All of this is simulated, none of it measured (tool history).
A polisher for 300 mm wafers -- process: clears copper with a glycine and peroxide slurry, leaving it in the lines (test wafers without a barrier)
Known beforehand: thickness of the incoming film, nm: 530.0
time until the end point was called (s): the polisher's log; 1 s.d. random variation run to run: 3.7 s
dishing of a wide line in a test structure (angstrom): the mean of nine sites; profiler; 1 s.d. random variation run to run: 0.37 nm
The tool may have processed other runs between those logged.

run  hour  flow of slurry (ml/min)  pressure of the wafer on the pad (kPa)  speed of the pad under the wafer (m/s)  overpolish time after the end point (s)  time until the end point was called (s)  dishing of a wide line in a test structure (angstrom)
  1     0                      250                                    23.4                                    1.06                                       12                                   91.282                                                 208.59
  2   5.9                      200                                    23.4                                    1.06                                       12                                   90.242                                                  194.4
  3   6.8                      200                                      20                                    1.06                                       12                                   108.38                                                 189.96
  4  14.9                      200                                    17.2                                       1                                       12                                   121.83                                                 182.82
  5  19.5                      200                                    15.2                                     0.9                                       13                                   152.05                                                 184.83
  6  22.1                      200                                    15.2                                     0.9                                       17                                   151.32                                                 204.01
  7  29.9                      195                                    13.8                                    0.88                                       16                                   164.12                                                 200.01
  8  35.4                      190                                    13.1                                    0.86                                       15                                   172.46                                                 191.15

Run 9, settings as shown, results not yet in. Your forecast:
  9  37.6                      185                                    12.4                                    0.84                                       14                                        ?                                                      ?

Run 9 came out at time until the end point was called (s) 178.39, dishing of a wide line in a test structure (angstrom) 175.78.

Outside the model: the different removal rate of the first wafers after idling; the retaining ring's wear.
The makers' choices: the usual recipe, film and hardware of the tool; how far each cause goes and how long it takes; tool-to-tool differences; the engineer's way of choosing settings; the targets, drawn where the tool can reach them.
